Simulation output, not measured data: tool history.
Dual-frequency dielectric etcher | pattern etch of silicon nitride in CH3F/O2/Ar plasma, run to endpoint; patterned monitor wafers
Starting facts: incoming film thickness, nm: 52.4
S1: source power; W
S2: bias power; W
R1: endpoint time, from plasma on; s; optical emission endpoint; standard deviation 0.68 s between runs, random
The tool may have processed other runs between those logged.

| run | hour | S1 | S2 | R1 |
|---|---|---|---|---|
| 1 | 0.0 | 530 | 55 | 82.199 |
| 2 | 2.0 | 530 | 59 | 78.972 |
| 3 | 5.4 | 530 | 55 | 82.283 |
| 4 | 7.7 | 580 | 55 | 77.096 |
| 5 | 10.1 | 530 | 54 | 81.467 |
| 6 | 15.5 | 490 | 52 | 88.467 |
| 7 | 19.3 | 470 | 52 | 89.873 |

Run 8 is up next; what results do you expect?
| 8 | 27.4 | 470 | 52 | ? |

Run 8 gave R1 89.675 s.
